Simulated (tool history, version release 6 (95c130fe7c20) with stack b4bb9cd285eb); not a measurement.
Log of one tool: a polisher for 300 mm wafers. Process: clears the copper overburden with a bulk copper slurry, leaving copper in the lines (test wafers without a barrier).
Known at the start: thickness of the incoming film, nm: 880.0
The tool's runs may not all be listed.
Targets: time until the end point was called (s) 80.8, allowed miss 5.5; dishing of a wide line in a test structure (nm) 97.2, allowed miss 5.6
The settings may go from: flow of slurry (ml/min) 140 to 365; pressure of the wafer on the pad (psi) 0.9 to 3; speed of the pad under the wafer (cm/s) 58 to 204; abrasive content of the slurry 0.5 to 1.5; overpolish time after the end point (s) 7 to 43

run,hour,flow of slurry (ml/min),pressure of the wafer on the pad (psi),speed of the pad under the wafer (cm/s),abrasive content of the slurry,overpolish time after the end point (s),time until the end point was called (s),dishing of a wide line in a test structure (nm)
1,0,235,1.9,130,1,22,134.42,69.661
2,5.6,235,1.9,130,1.15,22,126.52,74.598
3,11.2,235,2.3,130,1.15,22,105.81,85.281
4,18.4,235,2.4,132,1.15,21,99.995,85.665
5,24,195,2.4,132,1.15,21,104.13,82.943
6,29.7,195,2.4,120,1.15,21,110.12,79.098
# hour 32.9: worn pad replaced by a new one
7,32.9,200,2.6,122,1.15,21,91.621,88.871
8,37,205,2.6,122,1.15,21,92.903,88.436
9,44.5,205,2.6,122,1.15,21,87.845,89.46
10,51.1,210,2.6,122,1.15,21,90.338,89.892
11,51.8,220,2.6,122,1.15,21,92.91,90.43

5 next moves are on the table. One of them brings every result within its allowed miss. Which?
A,52.5,190,2.5,126,0.9,31,?,?
B,52.5,210,3,146,1.05,25,?,?
C,52.5,240,2.6,126,1.5,32,?,?
D,52.5,275,2.8,118,1.2,22,?,?
E,52.5,235,2.8,142,1.1,15,?,?

move,time until the end point was called (s),dishing of a wide line in a test structure (nm)
A,93.396,96.899
B,66.12,106.2
C,77.145,103.74
D,79.252,94.191
E,70.656,83.752
A: as far off as the last run
B: takes the result that was furthest off past its target
C: brings the result that was furthest off to its target, and leaves another outside
D: meets every target
E: takes the result that was furthest off past its target
Answer: D

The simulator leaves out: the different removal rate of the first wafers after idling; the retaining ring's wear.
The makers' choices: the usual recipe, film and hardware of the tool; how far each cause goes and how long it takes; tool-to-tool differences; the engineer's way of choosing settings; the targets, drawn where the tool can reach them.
